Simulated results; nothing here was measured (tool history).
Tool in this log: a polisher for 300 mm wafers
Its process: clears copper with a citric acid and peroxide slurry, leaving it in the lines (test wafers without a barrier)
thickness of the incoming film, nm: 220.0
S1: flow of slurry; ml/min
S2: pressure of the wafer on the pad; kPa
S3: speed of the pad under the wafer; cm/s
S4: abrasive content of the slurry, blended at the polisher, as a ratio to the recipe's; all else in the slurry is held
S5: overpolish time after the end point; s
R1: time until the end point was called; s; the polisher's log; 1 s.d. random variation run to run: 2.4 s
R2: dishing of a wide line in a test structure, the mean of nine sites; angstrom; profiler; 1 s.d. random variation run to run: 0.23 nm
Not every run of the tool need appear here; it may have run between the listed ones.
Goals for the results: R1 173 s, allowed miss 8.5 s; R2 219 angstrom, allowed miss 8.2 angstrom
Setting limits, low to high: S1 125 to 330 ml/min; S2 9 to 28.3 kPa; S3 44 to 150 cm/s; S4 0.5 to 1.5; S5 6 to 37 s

run,hour,S1,S2,S3,S4,S5,R1,R2
1,0,210,18.6,96,1,19,91.81,283.73
2,0.8,205,15.9,94,1,21,103.34,272.31
3,8.6,205,13.8,88,1,23,120.42,252.93
4,15,205,13.8,88,1.15,23,112.8,272.58
5,23.9,205,13.8,88,1.15,28,117.67,319.5
6,26.6,205,13.8,112,1.15,28,90.403,388
7,29.2,205,12.4,102,1.15,28,104.28,337.41
8,30.6,205,11.7,94,1.15,28,120.82,312.08
9,38.1,205,11,88,1.15,27,131.88,272.3
10,44.8,205,10.3,84,1.15,27,144.09,252.68
11,47.5,190,9,72,1.15,27,182.14,208.1
12,52.4,195,9,72,1.15,27,179.97,210.18
13,55,200,9,72,1.15,27,179.35,205.14

Which single option among these 4 for the next run brings every result within its allowed miss of target? Just one does.
A,57.6,185,9.7,64,1.1,28,?,?
B,57.6,190,9.7,74,1.1,25,?,?
C,57.6,180,9,84,0.9,27,?,?
D,57.6,250,9.7,62,1.15,27,?,?

move,R1,R2
A,200,196.38
B,173.82,200.99
C,172.48,215.88
D,195.62,193.94
A: lands further from the targets than the last run did
B: lands further from the targets than the last run did
C: each result inside its tolerance
D: lands further from the targets than the last run did
C meets every target.
